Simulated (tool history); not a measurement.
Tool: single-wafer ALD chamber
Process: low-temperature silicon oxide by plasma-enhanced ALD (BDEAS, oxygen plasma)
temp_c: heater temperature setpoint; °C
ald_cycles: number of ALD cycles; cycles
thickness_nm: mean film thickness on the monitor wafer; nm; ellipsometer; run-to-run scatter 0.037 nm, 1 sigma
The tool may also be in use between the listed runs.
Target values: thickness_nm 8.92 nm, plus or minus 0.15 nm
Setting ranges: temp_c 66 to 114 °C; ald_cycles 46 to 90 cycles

Run 1, hour 0: temp_c 90 °C, ald_cycles 68 cycles. Result: thickness_nm 10.186 nm.
Run 2, hour 8.9: temp_c 92 °C, ald_cycles 67 cycles. Result: thickness_nm 10.048 nm.
Run 3, hour 11.5: temp_c 99 °C, ald_cycles 67 cycles. Result: thickness_nm 9.8126 nm.
Run 4, hour 12.8: temp_c 100 °C, ald_cycles 66 cycles. Result: thickness_nm 9.6695 nm.
Run 5, hour 17.8: temp_c 100 °C, ald_cycles 70 cycles. Result: thickness_nm 10.216 nm.
Run 6, hour 20.2: temp_c 100 °C, ald_cycles 78 cycles. Result: thickness_nm 11.33 nm.
Run 7, hour 25.5: temp_c 101 °C, ald_cycles 76 cycles. Result: thickness_nm 11.037 nm.
Run 8, hour 30.1: temp_c 102 °C, ald_cycles 74 cycles. Result: thickness_nm 10.767 nm.
Run 9, hour 33.8: temp_c 103 °C, ald_cycles 72 cycles. Result: thickness_nm 10.547 nm.
Run 10, hour 38.3: temp_c 112 °C, ald_cycles 61 cycles. Result: thickness_nm 8.6597 nm.
Run 11, hour 46.2: temp_c 111 °C, ald_cycles 61 cycles. Result: thickness_nm 8.807 nm.
Run 12, hour 47.3: temp_c 110 °C, ald_cycles 61 cycles. Result: thickness_nm 8.7313 nm.

4 candidate next runs follow, results not yet known. Just one meets every target within its allowed miss. Identify it.
Run A, hour 48.4: temp_c 105 °C, ald_cycles 60 cycles. Result: thickness_nm ?.
Run B, hour 48.4: temp_c 109 °C, ald_cycles 58 cycles. Result: thickness_nm ?.
Run C, hour 48.4: temp_c 109 °C, ald_cycles 65 cycles. Result: thickness_nm ?.
Run D, hour 48.4: temp_c 114 °C, ald_cycles 63 cycles. Result: thickness_nm ?.

move  thickness_nm
   A        8.6574
   B        8.3154
   C         9.319
   D        8.9596
A: its largest miss is bigger than the last run's
B: its largest miss is bigger than the last run's
C: the result that was furthest off in the last run now lies on the other side of its target
D: all results land within tolerance of their targets
Move D is the one to make.
